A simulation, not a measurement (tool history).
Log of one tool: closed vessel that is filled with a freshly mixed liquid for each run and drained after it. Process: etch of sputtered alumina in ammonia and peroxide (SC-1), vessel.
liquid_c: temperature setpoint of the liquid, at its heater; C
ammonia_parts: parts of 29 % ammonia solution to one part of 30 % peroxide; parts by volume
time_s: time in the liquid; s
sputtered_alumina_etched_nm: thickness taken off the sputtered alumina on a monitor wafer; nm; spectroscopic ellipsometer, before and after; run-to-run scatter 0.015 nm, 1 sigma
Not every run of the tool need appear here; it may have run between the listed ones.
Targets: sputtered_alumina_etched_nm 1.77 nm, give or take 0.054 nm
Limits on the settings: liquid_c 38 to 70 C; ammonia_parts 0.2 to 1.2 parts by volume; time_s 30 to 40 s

run	hour	liquid_c	ammonia_parts	time_s	sputtered_alumina_etched_nm
1	0	54	0.85	40	2.8237
2	7.3	57	0.85	40	3.288
3	14.3	53	0.85	40	2.662
4	20.4	53	1.1	40	2.7324
5	28.4	50.5	1.1	40	2.3772
6	35.7	50.5	0.9	40	2.3305
7	37.7	49	0.9	40	2.1545
8	44.7	48	0.9	40	2.0664
9	45.9	47	0.9	40	1.9027

5 candidate next runs follow, results not yet known. Just one meets every target within its allowed miss. Identify it.
A	47.1	46.5	1.1	40	?
B	47.1	46	1.15	40	?
C	47.1	50	0.65	35	?
D	47.1	45	1.1	40	?
E	47.1	46.5	1	40	?

move	sputtered_alumina_etched_nm
A	1.9042
B	1.8591
C	1.9256
D	1.7492
E	1.887
A: just as far off the targets as the last run
B: an improvement on the last run, though not all results are within tolerance
C: moves away from the targets compared with the last run
D: in spec on every target
E: an improvement on the last run, though not all results are within tolerance
The move that meets every target is D.
